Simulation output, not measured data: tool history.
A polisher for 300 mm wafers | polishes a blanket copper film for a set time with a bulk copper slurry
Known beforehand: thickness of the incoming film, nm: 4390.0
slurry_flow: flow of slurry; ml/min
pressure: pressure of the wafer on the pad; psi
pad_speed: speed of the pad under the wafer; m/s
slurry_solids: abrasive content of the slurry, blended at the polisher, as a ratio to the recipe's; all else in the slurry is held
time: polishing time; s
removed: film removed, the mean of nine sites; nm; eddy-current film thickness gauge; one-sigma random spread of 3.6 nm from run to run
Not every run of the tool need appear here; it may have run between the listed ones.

run,day,slurry_flow,pressure,pad_speed,slurry_solids,time,removed
1,0.000,205,3.4,1.08,1.0,49,511.69
2,0.175,205,2.8,1.08,1.0,49,466.88
3,0.508,205,2.6,1.00,1.0,49,404.73
4,0.592,205,2.4,0.96,1.0,49,379.24
5,0.962,205,2.4,0.78,1.0,49,314.49
6,1.117,205,2.2,0.78,1.0,49,295.91

Estimate the outcome of run 7 from the log above:
7,1.283,205,2.1,0.78,1.0,49,?

{"run 7": {"removed": 298.19}}
